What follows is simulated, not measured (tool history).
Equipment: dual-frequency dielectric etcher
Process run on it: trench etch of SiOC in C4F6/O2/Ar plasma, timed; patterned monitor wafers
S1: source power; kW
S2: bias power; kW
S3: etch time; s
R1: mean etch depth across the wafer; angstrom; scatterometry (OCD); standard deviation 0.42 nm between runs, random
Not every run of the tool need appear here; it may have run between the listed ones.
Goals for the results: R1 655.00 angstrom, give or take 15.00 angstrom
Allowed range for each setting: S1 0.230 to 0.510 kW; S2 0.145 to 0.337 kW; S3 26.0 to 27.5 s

run  hour     S1     S2    S3      R1
  1   0.0  0.370  0.241  26.0  589.14
  2   1.5  0.380  0.244  26.0  594.46
  3   9.9  0.390  0.247  26.0  602.60
  4  16.6  0.400  0.250  26.0  613.11
  5  25.3  0.370  0.250  26.0  606.14
  6  28.7  0.370  0.255  26.0  597.52
  7  35.2  0.380  0.258  26.0  608.42
  8  38.5  0.390  0.261  26.0  619.94
  9  45.6  0.400  0.263  26.0  624.79
 10  47.0  0.410  0.265  26.0  628.47
 11  52.8  0.420  0.267  26.0  634.56
 12  61.5  0.420  0.269  26.0  637.82

Pick the move, out of 5, that brings all results within their allowed miss; only one does.
  A  70.2  0.390  0.259  26.0   ?
  B  70.2  0.400  0.244  26.0   ?
  C  70.2  0.460  0.210  26.5   ?
  D  70.2  0.410  0.260  26.0   ?
  E  70.2  0.410  0.262  27.5   ?

move      R1
   A  611.51
   B  606.22
   C  621.24
   D  622.27
   E  659.61
A: misses by more than the last run did
B: misses by more than the last run did
C: misses by more than the last run did
D: misses by more than the last run did
E: in spec on every target
Move E is the one to make.
